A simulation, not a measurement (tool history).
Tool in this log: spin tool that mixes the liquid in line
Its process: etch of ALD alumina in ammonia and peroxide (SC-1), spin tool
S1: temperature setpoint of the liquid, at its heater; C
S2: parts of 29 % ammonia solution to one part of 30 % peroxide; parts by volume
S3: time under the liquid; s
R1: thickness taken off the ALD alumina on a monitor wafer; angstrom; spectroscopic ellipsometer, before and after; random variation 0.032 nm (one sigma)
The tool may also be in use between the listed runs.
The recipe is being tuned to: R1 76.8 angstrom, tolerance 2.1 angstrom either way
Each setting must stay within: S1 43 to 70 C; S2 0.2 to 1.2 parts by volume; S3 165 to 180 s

run,hour,S1,S2,S3,R1
1,0,59,0.8,165,148.96
2,7.8,57,0.8,165,134.74
3,13.1,55.5,0.8,165,123.66
4,17.9,55.5,0.8,165,123.66
5,26,55.5,1.05,165,127.86
6,30.8,55.5,1.2,165,128.98
7,38.7,47.5,1.15,165,82.444
8,45.3,47.5,1.15,165,83.276

Of the 4 settings listed for the next run, only one would bring every result within its allowed miss of target. Which one?
A,51.9,47.5,1.05,165,?
B,51.9,47.5,1.2,165,?
C,51.9,46.5,1,165,?
D,51.9,45,1.05,165,?

move,R1
A,82.785
B,83.846
C,77.904
D,71.894
A: better than the last run, though not everything is in spec
B: misses by more than the last run did
C: in spec on every target
D: moves the result that the last run missed by most past its target, out the other side
C meets every target.

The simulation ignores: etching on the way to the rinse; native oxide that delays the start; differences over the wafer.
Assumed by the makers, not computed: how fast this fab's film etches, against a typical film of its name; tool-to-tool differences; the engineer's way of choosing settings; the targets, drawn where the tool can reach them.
